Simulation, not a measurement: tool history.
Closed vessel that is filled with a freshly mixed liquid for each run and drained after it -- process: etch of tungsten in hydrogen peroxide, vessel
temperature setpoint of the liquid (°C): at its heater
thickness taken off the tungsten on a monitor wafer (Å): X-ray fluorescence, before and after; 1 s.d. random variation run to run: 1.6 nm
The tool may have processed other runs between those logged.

| run | hour | temperature setpoint of the liquid (°C) | concentration of hydrogen peroxide in the mixed liquid (% by weight) | time in the liquid (s) | thickness taken off the tungsten on a monitor wafer (Å) |
|---|---|---|---|---|---|
| 1 | 0 | 43 | 26 | 90 | 2161.7 |
| 2 | 3.3 | 43 | 29.5 | 90 | 2288.5 |
| 3 | 9.9 | 43 | 30 | 90 | 2323 |
| 4 | 10.8 | 44 | 30 | 90 | 2456.6 |
| 5 | 14 | 44.5 | 30 | 90 | 2534.3 |
| 6 | 17.3 | 44.5 | 30 | 90 | 2519.7 |
| 7 | 19.6 | 45 | 30 | 90 | 2628.2 |

What will run 8 give?
| 8 | 21.4 | 45.5 | 30 | 90 | ? |

thickness taken off the tungsten on a monitor wafer (Å): 2742.2

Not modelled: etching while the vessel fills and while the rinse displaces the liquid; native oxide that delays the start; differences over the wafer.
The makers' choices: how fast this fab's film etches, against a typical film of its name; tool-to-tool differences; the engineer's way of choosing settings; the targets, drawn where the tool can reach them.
